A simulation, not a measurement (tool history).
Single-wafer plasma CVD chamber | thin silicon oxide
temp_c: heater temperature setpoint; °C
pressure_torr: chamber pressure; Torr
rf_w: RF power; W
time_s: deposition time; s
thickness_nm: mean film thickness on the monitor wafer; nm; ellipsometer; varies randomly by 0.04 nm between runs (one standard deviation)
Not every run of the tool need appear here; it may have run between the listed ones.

run	day	temp_c	pressure_torr	rf_w	time_s	thickness_nm
1	0.000	400	0.801	365	7.65	15.388
2	0.183	400	0.801	385	7.65	15.618
3	0.375	400	0.801	355	7.65	15.312
4	0.729	400	0.801	355	7.65	15.220
5	1.062	400	0.736	355	7.65	14.260
6	1.179	400	0.700	355	7.65	13.737
7	1.404	400	0.675	355	7.65	13.298

What does the tool deliver on the next run?
8	1.775	400	0.660	355	7.65	?

thickness_nm: 13.161 nm

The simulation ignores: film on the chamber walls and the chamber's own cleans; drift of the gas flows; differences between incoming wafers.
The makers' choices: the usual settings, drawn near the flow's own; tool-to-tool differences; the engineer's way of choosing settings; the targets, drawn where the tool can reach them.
